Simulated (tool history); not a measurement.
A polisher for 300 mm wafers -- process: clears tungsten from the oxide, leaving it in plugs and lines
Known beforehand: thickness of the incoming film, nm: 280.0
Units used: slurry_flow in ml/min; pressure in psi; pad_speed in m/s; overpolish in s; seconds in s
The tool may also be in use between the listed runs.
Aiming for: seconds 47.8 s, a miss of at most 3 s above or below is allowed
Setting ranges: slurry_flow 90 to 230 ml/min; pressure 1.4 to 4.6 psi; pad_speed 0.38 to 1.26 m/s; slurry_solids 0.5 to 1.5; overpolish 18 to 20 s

| run | hour | slurry_flow | pressure | pad_speed | slurry_solids | overpolish | seconds |
|---|---|---|---|---|---|---|---|
| 1 | 0 | 150 | 3 | 0.82 | 1 | 18 | 85.163 |
| 2 | 0.6 | 125 | 3 | 0.82 | 1 | 18 | 88.379 |
| 3 | 1.8 | 125 | 3 | 1 | 1 | 18 | 74.857 |
| 4 | 6.9 | 125 | 3 | 1 | 1 | 20 | 73.214 |
| 5 | 13.4 | 105 | 3 | 1 | 1 | 20 | 76.179 |
| 6 | 19.6 | 105 | 3 | 0.88 | 1 | 20 | 82.47 |
| 7 | 23.1 | 105 | 3.4 | 0.9 | 1 | 20 | 70.811 |
| 8 | 23.7 | 105 | 3.7 | 0.92 | 1 | 20 | 64.874 |
| 9 | 26.4 | 105 | 4 | 0.94 | 1 | 20 | 58.597 |
| 10 | 27.9 | 105 | 4.2 | 0.96 | 1 | 20 | 56.776 |
| 11 | 33.4 | 105 | 4.2 | 0.96 | 1 | 20 | 58.151 |

Exercise: of the 5 proposed moves below, exactly one satisfies all targets within the stated allowed misses. Which move is it?
| A | 38.9 | 90 | 3.8 | 0.86 | 1.05 | 20 | ? |
| B | 38.9 | 100 | 3.2 | 0.78 | 1.2 | 18 | ? |
| C | 38.9 | 105 | 3.8 | 0.92 | 0.9 | 19 | ? |
| D | 38.9 | 100 | 4.6 | 1.04 | 1.1 | 20 | ? |
| E | 38.9 | 95 | 3.8 | 0.94 | 1.05 | 18 | ? |

| move | seconds |
|---|---|
| A | 67.448 |
| B | 81.694 |
| C | 64.613 |
| D | 47.204 |
| E | 62.495 |
A: misses by more than the last run did
B: misses by more than the last run did
C: misses by more than the last run did
D: all results in spec
E: misses by more than the last run did
Go with D: it meets all targets.

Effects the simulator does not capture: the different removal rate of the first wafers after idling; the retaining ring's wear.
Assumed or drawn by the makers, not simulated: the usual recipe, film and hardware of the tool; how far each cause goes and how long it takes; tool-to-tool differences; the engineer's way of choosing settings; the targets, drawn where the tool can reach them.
